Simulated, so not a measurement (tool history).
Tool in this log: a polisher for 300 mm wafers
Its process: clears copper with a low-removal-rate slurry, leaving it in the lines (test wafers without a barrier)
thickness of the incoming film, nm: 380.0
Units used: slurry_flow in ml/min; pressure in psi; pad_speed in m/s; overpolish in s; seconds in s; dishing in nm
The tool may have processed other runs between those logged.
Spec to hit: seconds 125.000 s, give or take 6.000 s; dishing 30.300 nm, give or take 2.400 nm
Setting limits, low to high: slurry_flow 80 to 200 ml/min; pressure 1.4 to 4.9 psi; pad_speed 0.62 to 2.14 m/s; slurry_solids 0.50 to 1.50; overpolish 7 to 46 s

run 1 hour=0.0 | slurry_flow=130 pressure=3.1 pad_speed=1.38 slurry_solids=1.00 overpolish=24 | seconds=80.440 dishing=70.234
run 2 hour=6.6 | slurry_flow=105 pressure=3.1 pad_speed=1.38 slurry_solids=1.00 overpolish=24 | seconds=86.727 dishing=70.542
run 3 hour=12.0 | slurry_flow=105 pressure=3.1 pad_speed=1.14 slurry_solids=1.00 overpolish=24 | seconds=104.040 dishing=59.617
run 4 hour=16.0 | slurry_flow=105 pressure=3.5 pad_speed=1.14 slurry_solids=1.00 overpolish=24 | seconds=92.383 dishing=63.319
run 5 hour=19.9 | slurry_flow=105 pressure=3.5 pad_speed=1.14 slurry_solids=1.00 overpolish=29 | seconds=97.417 dishing=72.747
run 6 hour=20.6 | slurry_flow=105 pressure=3.5 pad_speed=0.86 slurry_solids=1.00 overpolish=29 | seconds=122.300 dishing=59.772
run 7 hour=26.8 | slurry_flow=105 pressure=3.5 pad_speed=0.86 slurry_solids=1.00 overpolish=29 | seconds=122.320 dishing=62.579
run 8 hour=31.2 | slurry_flow=105 pressure=3.4 pad_speed=0.86 slurry_solids=1.00 overpolish=24 | seconds=121.360 dishing=54.040
run 9 hour=39.8 | slurry_flow=115 pressure=3.2 pad_speed=0.84 slurry_solids=1.00 overpolish=20 | seconds=130.430 dishing=45.043
run 10 hour=44.0 | slurry_flow=125 pressure=3.2 pad_speed=0.90 slurry_solids=1.00 overpolish=9 | seconds=121.340 dishing=23.135

Pick the move, out of 4, that brings all results within their allowed miss; only one does.
run A hour=48.2 | slurry_flow=155 pressure=2.6 pad_speed=1.10 slurry_solids=0.85 overpolish=10 | seconds=? dishing=?
run B hour=48.2 | slurry_flow=135 pressure=3.4 pad_speed=0.92 slurry_solids=0.95 overpolish=10 | seconds=? dishing=?
run C hour=48.2 | slurry_flow=155 pressure=3.4 pad_speed=0.74 slurry_solids=1.30 overpolish=7 | seconds=? dishing=?
run D hour=48.2 | slurry_flow=120 pressure=2.8 pad_speed=0.98 slurry_solids=0.90 overpolish=13 | seconds=? dishing=?

move=A seconds=116.030 dishing=26.747
move=B seconds=115.700 dishing=26.982
move=C seconds=127.960 dishing=17.672
move=D seconds=128.230 dishing=30.986
A: closer than the last run, but not yet in spec
B: closer than the last run, but not yet in spec
C: lands further from the targets than the last run did
D: all results land within tolerance of their targets
Correct choice: D, which meets every target
